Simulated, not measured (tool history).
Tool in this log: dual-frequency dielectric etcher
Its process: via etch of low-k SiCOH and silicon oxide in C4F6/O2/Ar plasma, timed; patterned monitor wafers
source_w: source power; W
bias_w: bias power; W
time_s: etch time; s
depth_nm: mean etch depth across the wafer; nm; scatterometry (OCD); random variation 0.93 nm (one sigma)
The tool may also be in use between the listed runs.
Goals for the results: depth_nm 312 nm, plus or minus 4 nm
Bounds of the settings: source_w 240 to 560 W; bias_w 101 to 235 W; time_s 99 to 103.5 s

run	hour	source_w	bias_w	time_s	depth_nm
1	0	400	168	99	268.37
2	1.4	400	154	99	260.94
3	3.9	400	154	99	261.33
4	5.8	400	176	99	271.45
5	11.9	400	176	99	271.63
6	20.1	410	177	99	275.21
7	26.8	490	183	99	296.3
8	35	500	183	99	299.07
# hour 38.3: wet clean of the chamber
9	38.3	530	184	99	320.64
10	41.8	520	183	99	316.76

Pick the move, out of 4, that brings all results within their allowed miss; only one does.
A	45.3	560	160	102	?
B	45.3	520	188	101	?
C	45.3	420	170	103.5	?
D	45.3	520	174	99	?

move	depth_nm
A	322.1
B	325.51
C	298.75
D	311.66
A: its largest miss is bigger than the last run's
B: its largest miss is bigger than the last run's
C: moves the result that the last run missed by most past its target, out the other side
D: each result inside its tolerance
The right move is D.
